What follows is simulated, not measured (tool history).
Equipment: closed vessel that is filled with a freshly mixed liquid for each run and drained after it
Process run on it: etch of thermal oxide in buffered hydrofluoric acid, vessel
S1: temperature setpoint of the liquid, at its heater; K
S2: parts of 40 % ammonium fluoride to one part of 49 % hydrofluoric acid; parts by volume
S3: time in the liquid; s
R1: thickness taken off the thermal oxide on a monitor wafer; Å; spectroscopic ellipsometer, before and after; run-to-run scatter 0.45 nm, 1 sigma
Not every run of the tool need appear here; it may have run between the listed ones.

{"run": 1, "hour": 0.0, "S1": 293.15, "S2": 15.5, "S3": 90, "R1": 457.02}
{"run": 2, "hour": 1.8, "S1": 294.65, "S2": 15.5, "S3": 90, "R1": 495.04}
{"run": 3, "hour": 4.4, "S1": 295.65, "S2": 15.5, "S3": 90, "R1": 525.45}
{"run": 4, "hour": 6.4, "S1": 295.65, "S2": 15.5, "S3": 95, "R1": 548.93}
{"run": 5, "hour": 11.4, "S1": 295.65, "S2": 15.5, "S3": 90, "R1": 526.09}
{"run": 6, "hour": 19.8, "S1": 296.65, "S2": 15.5, "S3": 90, "R1": 550.99}
{"run": 7, "hour": 24.3, "S1": 297.15, "S2": 15.5, "S3": 90, "R1": 569.25}

Predict the results of run 8:
{"run": 8, "hour": 29.9, "S1": 297.65, "S2": 15.5, "S3": 90, "R1": "?"}

Run 8 measured R1 579.18 Å.
